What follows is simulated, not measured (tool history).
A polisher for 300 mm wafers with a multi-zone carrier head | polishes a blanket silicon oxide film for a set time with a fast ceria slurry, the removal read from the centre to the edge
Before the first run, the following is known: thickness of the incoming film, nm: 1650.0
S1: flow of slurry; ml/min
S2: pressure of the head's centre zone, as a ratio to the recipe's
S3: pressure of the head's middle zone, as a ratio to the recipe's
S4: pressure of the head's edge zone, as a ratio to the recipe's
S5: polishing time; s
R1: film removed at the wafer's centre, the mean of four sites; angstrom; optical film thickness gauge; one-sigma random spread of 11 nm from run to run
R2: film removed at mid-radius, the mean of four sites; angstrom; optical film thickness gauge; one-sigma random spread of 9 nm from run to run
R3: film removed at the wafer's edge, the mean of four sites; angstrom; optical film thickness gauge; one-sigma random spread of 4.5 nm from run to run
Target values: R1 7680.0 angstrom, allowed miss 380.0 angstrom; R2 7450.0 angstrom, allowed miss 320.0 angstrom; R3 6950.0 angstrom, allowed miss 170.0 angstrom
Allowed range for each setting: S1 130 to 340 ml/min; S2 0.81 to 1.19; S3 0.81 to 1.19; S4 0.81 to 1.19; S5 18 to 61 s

| run | hour | S1 | S2 | S3 | S4 | S5 | R1 | R2 | R3 |
|---|---|---|---|---|---|---|---|---|---|
| 1 | 0.0 | 220 | 1.00 | 1.00 | 1.00 | 39 | 6161.7 | 5500.4 | 5610.2 |
| 2 | 4.9 | 220 | 1.06 | 1.00 | 1.00 | 39 | 6529.1 | 5759.5 | 5535.2 |
| 3 | 9.7 | 220 | 1.11 | 1.00 | 1.00 | 39 | 6730.3 | 5697.2 | 5556.7 |
| 4 | 13.0 | 225 | 1.11 | 1.02 | 1.02 | 40 | 7008.5 | 5775.2 | 5739.1 |
| 5 | 15.2 | 225 | 1.09 | 1.03 | 1.01 | 41 | 6999.1 | 6152.7 | 5921.5 |
| 6 | 17.8 | 230 | 1.09 | 1.05 | 1.03 | 42 | 7205.3 | 6370.1 | 6219.0 |
|  | 22.5 | centre zone pressure recalibrated |
| 7 | 22.5 | 235 | 1.09 | 1.07 | 1.04 | 42 | 6492.0 | 6466.7 | 6196.2 |
| 8 | 29.3 | 240 | 1.10 | 1.07 | 1.04 | 43 | 6966.5 | 6849.8 | 6417.2 |
| 9 | 36.4 | 245 | 1.11 | 1.07 | 1.05 | 43 | 7021.3 | 6553.0 | 6387.5 |
| 10 | 40.8 | 245 | 1.12 | 1.08 | 1.05 | 44 | 7180.8 | 6893.3 | 6477.2 |

Which single option among these 4 for the next run brings every result within its allowed miss of target? Just one does.
| A | 45.2 | 225 | 1.19 | 1.09 | 0.81 | 46 | ? | ? | ? |
| B | 45.2 | 275 | 1.16 | 1.13 | 0.88 | 44 | ? | ? | ? |
| C | 45.2 | 230 | 1.09 | 1.08 | 1.03 | 48 | ? | ? | ? |
| D | 45.2 | 215 | 1.14 | 0.98 | 1.16 | 47 | ? | ? | ? |

| move | R1 | R2 | R3 |
|---|---|---|---|
| A | 7921.5 | 7245.0 | 6027.3 |
| B | 7601.1 | 7309.5 | 6093.2 |
| C | 7609.0 | 7530.5 | 7045.3 |
| D | 7697.8 | 6775.5 | 7281.2 |
A: further off than the last run
B: further off than the last run
C: meets every target
D: moves the result that the last run missed by most past its target, out the other side
The move that meets every target is C.

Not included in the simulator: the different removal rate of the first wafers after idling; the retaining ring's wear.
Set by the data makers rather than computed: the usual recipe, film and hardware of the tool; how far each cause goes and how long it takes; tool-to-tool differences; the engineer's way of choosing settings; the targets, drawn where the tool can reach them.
